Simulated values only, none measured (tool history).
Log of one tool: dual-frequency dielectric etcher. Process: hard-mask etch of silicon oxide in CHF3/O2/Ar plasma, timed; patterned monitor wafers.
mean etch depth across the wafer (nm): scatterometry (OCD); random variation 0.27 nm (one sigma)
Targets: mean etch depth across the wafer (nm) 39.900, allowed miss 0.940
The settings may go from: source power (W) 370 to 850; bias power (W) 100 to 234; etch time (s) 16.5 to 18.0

| run | hour | source power (W) | bias power (W) | etch time (s) | mean etch depth across the wafer (nm) |
|---|---|---|---|---|---|
| 1 | 0.0 | 610 | 167 | 18.0 | 35.528 |
| 2 | 5.4 | 530 | 167 | 18.0 | 32.973 |
| 3 | 8.5 | 530 | 167 | 16.5 | 30.085 |
| 4 | 9.9 | 570 | 169 | 16.5 | 31.459 |
| 5 | 18.7 | 600 | 171 | 16.5 | 32.278 |
| 6 | 26.8 | 600 | 198 | 16.5 | 33.956 |
| 7 | 31.5 | 620 | 200 | 16.5 | 34.082 |
| 8 | 38.4 | 650 | 202 | 16.5 | 34.769 |
| 9 | 42.4 | 670 | 205 | 16.5 | 35.407 |
| 10 | 47.5 | 690 | 207 | 16.5 | 36.889 |
| 11 | 48.4 | 700 | 208 | 16.5 | 36.980 |
| 12 | 50.6 | 710 | 209 | 16.5 | 37.339 |

Which of these 4 next moves meets every target?
| A | 52.8 | 670 | 212 | 17.0 | ? |
| B | 52.8 | 600 | 232 | 16.5 | ? |
| C | 52.8 | 760 | 174 | 18.0 | ? |
| D | 52.8 | 700 | 202 | 16.5 | ? |

| move | mean etch depth across the wafer (nm) |
|---|---|
| A | 36.988 |
| B | 34.771 |
| C | 39.620 |
| D | 36.229 |
A: further off than the last run
B: further off than the last run
C: meets every target
D: further off than the last run
Move C is the one to make.
